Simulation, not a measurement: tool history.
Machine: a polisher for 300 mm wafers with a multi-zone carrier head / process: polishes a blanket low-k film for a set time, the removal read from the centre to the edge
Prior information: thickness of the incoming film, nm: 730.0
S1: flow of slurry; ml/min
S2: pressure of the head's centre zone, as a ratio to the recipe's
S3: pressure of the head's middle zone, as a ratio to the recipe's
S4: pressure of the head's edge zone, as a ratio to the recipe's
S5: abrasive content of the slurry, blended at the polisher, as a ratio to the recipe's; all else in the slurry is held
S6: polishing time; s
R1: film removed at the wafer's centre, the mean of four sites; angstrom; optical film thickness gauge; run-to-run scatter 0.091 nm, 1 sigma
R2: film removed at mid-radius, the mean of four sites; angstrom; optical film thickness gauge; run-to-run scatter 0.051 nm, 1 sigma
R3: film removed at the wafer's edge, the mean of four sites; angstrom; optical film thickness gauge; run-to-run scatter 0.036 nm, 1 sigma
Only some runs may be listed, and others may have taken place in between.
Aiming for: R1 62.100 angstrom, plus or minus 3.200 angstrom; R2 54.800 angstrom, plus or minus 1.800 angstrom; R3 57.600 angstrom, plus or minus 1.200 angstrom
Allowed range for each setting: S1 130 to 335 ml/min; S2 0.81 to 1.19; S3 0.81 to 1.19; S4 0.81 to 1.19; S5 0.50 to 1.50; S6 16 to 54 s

run,hour,S1,S2,S3,S4,S5,S6,R1,R2,R3
1,0.0,215,1.00,1.00,1.00,1.00,35,83.852,84.292,86.271
2,7.9,235,1.00,1.00,1.00,1.00,35,86.429,85.418,88.049
3,15.3,235,1.00,1.08,1.00,1.00,35,87.699,90.658,85.981
4,16.3,285,1.00,1.08,1.00,1.00,35,90.082,92.184,89.459
5,24.1,265,1.01,1.03,0.96,0.90,34,81.965,81.236,79.113
6,31.1,255,1.01,0.98,0.93,0.80,34,74.348,72.689,72.833
7,37.8,245,1.02,0.95,0.90,0.75,34,74.333,66.451,68.218
8,38.4,230,1.01,0.93,0.88,0.70,34,67.936,62.334,63.899
9,39.2,215,1.01,0.92,0.87,0.70,34,67.991,61.075,62.793
10,41.2,200,1.00,0.91,0.86,0.70,34,64.609,59.835,62.188

Which single option among these 4 for the next run brings every result within its allowed miss of target? Just one does.
A,43.2,195,0.95,0.86,0.93,0.85,29,?,?,?
B,43.2,205,0.97,0.93,0.87,0.75,31,?,?,?
C,43.2,185,1.06,0.92,0.91,0.65,33,?,?,?
D,43.2,160,0.92,1.00,0.90,0.65,34,?,?,?

move,R1,R2,R3
A,63.294,55.498,62.626
B,63.881,58.325,60.072
C,64.318,54.351,57.875
D,57.406,58.027,58.065
A: misses by more than the last run did
B: an improvement on the last run, though not all results are within tolerance
C: in spec on every target
D: the worst result of the last run now meets its target, but another is out of spec
The move that meets every target is C.

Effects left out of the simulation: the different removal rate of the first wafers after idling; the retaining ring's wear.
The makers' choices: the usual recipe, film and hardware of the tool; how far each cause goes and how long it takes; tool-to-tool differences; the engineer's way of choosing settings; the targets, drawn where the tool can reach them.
